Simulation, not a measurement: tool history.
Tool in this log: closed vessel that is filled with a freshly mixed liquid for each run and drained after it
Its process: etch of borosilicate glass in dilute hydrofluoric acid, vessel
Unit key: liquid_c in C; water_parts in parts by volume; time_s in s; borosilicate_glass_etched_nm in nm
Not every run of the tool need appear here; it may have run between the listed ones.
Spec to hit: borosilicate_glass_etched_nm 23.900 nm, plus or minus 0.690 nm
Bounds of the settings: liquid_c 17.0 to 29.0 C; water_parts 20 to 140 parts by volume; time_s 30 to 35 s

run,hour,liquid_c,water_parts,time_s,borosilicate_glass_etched_nm
1,0.0,21.0,75,35,18.990
2,1.0,22.0,75,35,19.847
3,9.5,22.0,75,35,19.839
4,10.7,23.0,75,35,20.406
5,14.6,23.0,100,35,14.929
6,20.9,24.5,95,35,16.725
7,24.1,25.5,90,35,18.546
8,29.5,26.5,90,35,19.221
9,31.3,27.0,90,35,19.521
10,36.6,27.5,85,35,21.248
# hour 38.1: thermometer replaced
11,38.1,28.0,85,35,20.022
12,45.4,28.5,70,35,25.285

Of the 4 settings listed for the next run, only one would bring every result within its allowed miss of target. Which one?
A,52.7,26.5,65,35,?
B,52.7,27.0,70,35,?
C,52.7,29.0,80,35,?
D,52.7,29.0,70,35,?

move,borosilicate_glass_etched_nm
A,25.211
B,23.715
C,22.121
D,25.647
A: an improvement on the last run, though not all results are within tolerance
B: all results in spec
C: carries the result that was furthest off beyond its target, to the other side
D: moves away from the targets compared with the last run
So the answer is move B, the one that meets all the targets.

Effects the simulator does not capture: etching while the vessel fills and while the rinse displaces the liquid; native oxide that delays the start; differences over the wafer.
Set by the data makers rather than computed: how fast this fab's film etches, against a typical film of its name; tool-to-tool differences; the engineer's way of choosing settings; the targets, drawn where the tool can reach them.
